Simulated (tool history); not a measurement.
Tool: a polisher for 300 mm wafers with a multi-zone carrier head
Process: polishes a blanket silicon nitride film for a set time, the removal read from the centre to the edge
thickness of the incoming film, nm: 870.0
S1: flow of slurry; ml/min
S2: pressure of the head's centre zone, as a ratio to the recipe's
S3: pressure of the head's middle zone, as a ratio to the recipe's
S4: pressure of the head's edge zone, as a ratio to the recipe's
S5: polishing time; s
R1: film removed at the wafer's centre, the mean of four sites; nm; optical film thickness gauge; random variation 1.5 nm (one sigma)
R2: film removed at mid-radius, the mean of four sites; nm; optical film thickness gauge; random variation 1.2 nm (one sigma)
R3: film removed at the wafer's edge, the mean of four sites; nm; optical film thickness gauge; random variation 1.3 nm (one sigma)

run	hour	S1	S2	S3	S4	S5	R1	R2	R3
1	0	240	1	1	1	41	116.41	117.18	117.12
2	5	240	1.04	1	1	41	123.87	119.51	118
3	8.4	240	1.04	1	1	47	143.03	132.23	134.59
4	14.5	300	1.04	1	1	47	143.7	138.98	138.94
5	19.7	300	1.04	1	1	51	152.29	148.74	149.26
6	21.1	300	1.04	1	0.93	51	160.2	147.42	145.46
7	28.3	250	1	0.9	0.9	40	115.64	105.5	108.72
8	31.1	245	1.01	0.89	0.91	40	114.38	104.85	111.29

The next listed run, before its measurement:
9	35.5	240	1.02	0.88	0.91	40	?	?	?

R1: 114.7 nm
R2: 105.43 nm
R3: 111.57 nm

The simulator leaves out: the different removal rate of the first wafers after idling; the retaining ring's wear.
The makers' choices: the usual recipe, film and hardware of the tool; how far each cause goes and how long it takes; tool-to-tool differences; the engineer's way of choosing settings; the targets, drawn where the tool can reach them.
